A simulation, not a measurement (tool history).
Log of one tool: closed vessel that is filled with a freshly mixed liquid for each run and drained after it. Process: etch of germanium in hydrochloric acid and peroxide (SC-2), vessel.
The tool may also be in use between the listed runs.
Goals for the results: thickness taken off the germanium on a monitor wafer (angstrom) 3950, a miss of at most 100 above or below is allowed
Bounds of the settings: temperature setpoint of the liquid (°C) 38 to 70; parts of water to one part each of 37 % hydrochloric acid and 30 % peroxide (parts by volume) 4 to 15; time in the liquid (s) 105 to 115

| run | day | temperature setpoint of the liquid (°C) | parts of water to one part each of 37 % hydrochloric acid and 30 % peroxide (parts by volume) | time in the liquid (s) | thickness taken off the germanium on a monitor wafer (angstrom) |
|---|---|---|---|---|---|
| 1 | 0 | 54 | 8.5 | 105 | 2543.6 |
| 2 | 0.35 | 54 | 11 | 105 | 2511.5 |
| 3 | 0.629 | 54 | 11 | 105 | 2492.4 |
| 4 | 0.971 | 57.5 | 11 | 105 | 2799.9 |
| 5 | 1.112 | 57.5 | 8.5 | 105 | 2812.2 |
| 6 | 1.238 | 57.5 | 8.5 | 115 | 3137.3 |
| 7 | 1.575 | 59.5 | 8.5 | 115 | 3323.5 |
| 8 | 1.758 | 66.5 | 8 | 115 | 4062.4 |

Exactly one of the 5 candidate moves below puts every result within its allowed miss. Which one?
| A | 1.942 | 70 | 7 | 110 | ? |
| B | 1.942 | 68.5 | 8 | 105 | ? |
| C | 1.942 | 69.5 | 10 | 110 | ? |
| D | 1.942 | 69 | 8 | 110 | ? |
| E | 1.942 | 67.5 | 7 | 115 | ? |

| move | thickness taken off the germanium on a monitor wafer (angstrom) |
|---|---|
| A | 4350.5 |
| B | 3937.8 |
| C | 4142.6 |
| D | 4183.6 |
| E | 4238.7 |
A: the biggest miss grows against the last run
B: every result lands within tolerance
C: the biggest miss grows against the last run
D: the biggest miss grows against the last run
E: the biggest miss grows against the last run
The right move is B.
